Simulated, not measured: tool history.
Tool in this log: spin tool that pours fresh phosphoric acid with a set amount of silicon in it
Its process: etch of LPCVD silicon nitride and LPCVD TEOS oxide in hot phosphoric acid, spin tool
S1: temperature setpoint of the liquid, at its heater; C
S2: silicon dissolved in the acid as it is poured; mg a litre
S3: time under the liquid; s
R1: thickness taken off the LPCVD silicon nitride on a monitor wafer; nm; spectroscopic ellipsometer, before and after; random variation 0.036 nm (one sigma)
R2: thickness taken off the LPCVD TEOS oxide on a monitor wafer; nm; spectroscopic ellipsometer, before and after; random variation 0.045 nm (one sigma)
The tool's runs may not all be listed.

run  hour     S1    S2  S3      R1        R2
  1     0    164  28.5  65  8.1951   0.17908
  2     5    163  24.5  60  7.2758     0.162
  3  13.3    163    38  60  7.3076   0.12544
  4  15.8    163    38  35  4.2222  0.067189
  5  21.5    163    44  35  4.2344  0.036939
  6  23.1  163.5  37.5  35  4.3214  0.065688
  7  26.3    164  33.5  35  4.3856  0.079724
  8  29.3  164.5    30  35  4.4438   0.10103
  9  35.4    165  27.5  35  4.5263   0.13909
 10  42.1    165  26.5  35  4.5396   0.14801

Run 11, settings as shown, results not yet in. Your forecast:
 11  49.5  165  26  35   ?   ?

Run 11 measured R1 4.5127 nm, R2 0.14296 nm.
